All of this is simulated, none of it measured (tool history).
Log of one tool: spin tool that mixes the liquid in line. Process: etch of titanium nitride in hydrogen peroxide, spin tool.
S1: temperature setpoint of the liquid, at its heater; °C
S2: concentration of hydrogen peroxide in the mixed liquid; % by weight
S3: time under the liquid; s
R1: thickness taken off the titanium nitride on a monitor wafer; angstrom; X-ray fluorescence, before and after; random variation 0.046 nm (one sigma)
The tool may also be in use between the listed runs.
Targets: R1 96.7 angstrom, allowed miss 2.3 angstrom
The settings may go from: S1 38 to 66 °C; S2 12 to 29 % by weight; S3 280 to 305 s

{"run": 1, "hour": 0.0, "S1": 54, "S2": 19.5, "S3": 280, "R1": 184}
{"run": 2, "hour": 3.3, "S1": 51, "S2": 19.5, "S3": 280, "R1": 149.4}
{"run": 3, "hour": 7.4, "S1": 51, "S2": 19.5, "S3": 280, "R1": 148.93}
{"run": 4, "hour": 8.7, "S1": 51, "S2": 18, "S3": 280, "R1": 146.96}
{"run": 5, "hour": 13.5, "S1": 51, "S2": 18, "S3": 305, "R1": 161.05}
{"run": 6, "hour": 14.2, "S1": 48.5, "S2": 18, "S3": 305, "R1": 132.24}
{"run": 7, "hour": 21.5, "S1": 47, "S2": 18, "S3": 305, "R1": 118.74}
{"run": 8, "hour": 28.3, "S1": 46, "S2": 18, "S3": 305, "R1": 110.02}

4 next moves are on the table. One of them brings every result within its allowed miss. Which?
{"run": "A", "hour": 35.1, "S1": 47, "S2": 20, "S3": 300, "R1": "?"}
{"run": "B", "hour": 35.1, "S1": 44, "S2": 18.5, "S3": 305, "R1": "?"}
{"run": "C", "hour": 35.1, "S1": 45, "S2": 20.5, "S3": 300, "R1": "?"}
{"run": "D", "hour": 35.1, "S1": 45, "S2": 16, "S3": 280, "R1": "?"}

move=A R1=119.6
move=B R1=95.697
move=C R1=103.69
move=D R1=91.801
A: further off than the last run
B: meets every target
C: nearer than the last run, and not there yet
D: takes the result that was furthest off past its target
Move B is the one to make.

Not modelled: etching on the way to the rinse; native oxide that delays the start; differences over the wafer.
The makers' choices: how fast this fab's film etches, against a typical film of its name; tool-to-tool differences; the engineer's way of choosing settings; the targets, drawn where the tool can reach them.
